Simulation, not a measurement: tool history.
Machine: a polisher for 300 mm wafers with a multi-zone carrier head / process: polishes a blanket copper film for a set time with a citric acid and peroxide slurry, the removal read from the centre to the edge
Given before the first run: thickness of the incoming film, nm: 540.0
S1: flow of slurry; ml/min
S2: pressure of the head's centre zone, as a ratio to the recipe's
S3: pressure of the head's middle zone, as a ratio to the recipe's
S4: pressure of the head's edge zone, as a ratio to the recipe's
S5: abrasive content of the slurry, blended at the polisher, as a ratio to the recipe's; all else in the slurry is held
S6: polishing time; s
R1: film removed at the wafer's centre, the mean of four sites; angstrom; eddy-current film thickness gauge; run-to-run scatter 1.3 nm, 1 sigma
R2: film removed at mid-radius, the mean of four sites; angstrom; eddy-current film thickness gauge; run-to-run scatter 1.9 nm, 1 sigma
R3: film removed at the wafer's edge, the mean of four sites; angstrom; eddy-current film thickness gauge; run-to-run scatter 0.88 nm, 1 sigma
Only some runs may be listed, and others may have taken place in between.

| run | day | S1 | S2 | S3 | S4 | S5 | S6 | R1 | R2 | R3 |
|---|---|---|---|---|---|---|---|---|---|---|
| 1 | 0.000 | 250 | 1.00 | 1.00 | 1.00 | 1.00 | 59 | 1137.20 | 1086.60 | 1123.00 |
| 2 | 0.346 | 260 | 0.97 | 1.04 | 1.04 | 1.05 | 59 | 1092.70 | 1146.30 | 1155.40 |
| 3 | 0.488 | 270 | 0.96 | 1.07 | 1.07 | 1.10 | 59 | 1103.50 | 1191.80 | 1194.20 |
| 4 | 0.608 | 280 | 0.95 | 1.10 | 1.10 | 1.15 | 59 | 1092.20 | 1239.00 | 1239.70 |
| 5 | 0.796 | 290 | 0.95 | 1.12 | 1.11 | 1.15 | 59 | 1118.40 | 1244.50 | 1225.20 |
| 6 | 1.133 | 290 | 0.95 | 1.12 | 1.11 | 1.15 | 45 | 853.99 | 948.69 | 932.08 |
| 7 | 1.188 | 290 | 0.94 | 1.13 | 1.12 | 1.25 | 49 | 922.76 | 1058.10 | 1045.00 |
| 8 | 1.342 | 290 | 0.93 | 1.14 | 1.12 | 1.30 | 51 | 984.00 | 1123.50 | 1092.60 |
| 9 | 1.600 | 315 | 0.83 | 1.19 | 1.19 | 1.50 | 59 | 1045.30 | 1411.80 | 1372.80 |

Predict the results of run 10:
| 10 | 1.750 | 315 | 0.85 | 1.19 | 1.18 | 1.50 | 59 | ? | ? | ? |

R1: 1065.40 angstrom
R2: 1377.70 angstrom
R3: 1361.70 angstrom
